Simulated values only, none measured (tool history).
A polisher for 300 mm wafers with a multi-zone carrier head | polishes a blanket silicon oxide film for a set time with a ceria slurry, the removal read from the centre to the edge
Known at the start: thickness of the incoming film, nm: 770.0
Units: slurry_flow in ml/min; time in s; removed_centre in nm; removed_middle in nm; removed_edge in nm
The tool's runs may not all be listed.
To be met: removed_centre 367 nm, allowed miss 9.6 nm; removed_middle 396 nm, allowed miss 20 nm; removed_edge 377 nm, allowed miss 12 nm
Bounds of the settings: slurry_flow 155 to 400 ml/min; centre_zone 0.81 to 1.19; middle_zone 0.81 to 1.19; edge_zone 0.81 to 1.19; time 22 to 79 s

run,day,slurry_flow,centre_zone,middle_zone,edge_zone,time,removed_centre,removed_middle,removed_edge
1,0,255,1,1,1,50,299.59,281.12,274.8
2,0.042,255,1,0.93,1,50,295.87,263.78,280.19
3,0.342,310,1,0.93,1,50,303.11,273.15,283.04
4,0.538,310,1,0.93,1,57,349,313.81,319.76
5,0.65,310,0.98,0.95,1.02,58,347.36,318.57,328.3
6,0.746,310,0.98,0.87,1.02,58,347.12,299.51,334.28
7,0.962,315,0.97,0.91,1.04,59,349.86,318.39,338.4
# day 1.333: centre zone pressure recalibrated
8,1.333,315,0.96,0.93,1.05,60,326.58,326.06,350.78
9,1.55,320,0.97,0.95,1.05,61,338.18,338.33,352.37
10,1.858,325,0.97,0.96,1.05,62,347.88,352.44,359.96

Which of these 5 next moves meets every target?
A,2.167,310,1.12,0.84,0.99,60,?,?,?
B,2.167,365,0.94,1.01,1,67,?,?,?
C,2.167,305,0.81,1.16,1.07,64,?,?,?
D,2.167,375,0.89,1.19,1.06,61,?,?,?
E,2.167,325,1.07,1.06,0.86,64,?,?,?

move,removed_centre,removed_middle,removed_edge
A,363.27,305.36,338.75
B,367.92,402.65,382.78
C,316.89,427.3,373.38
D,325,422.67,358.24
E,378.16,397.24,338.4
A: further off than the last run
B: meets every target
C: takes the result that was furthest off past its target
D: takes the result that was furthest off past its target
E: brings the result that was furthest off to its target, and leaves another outside
Answer: B
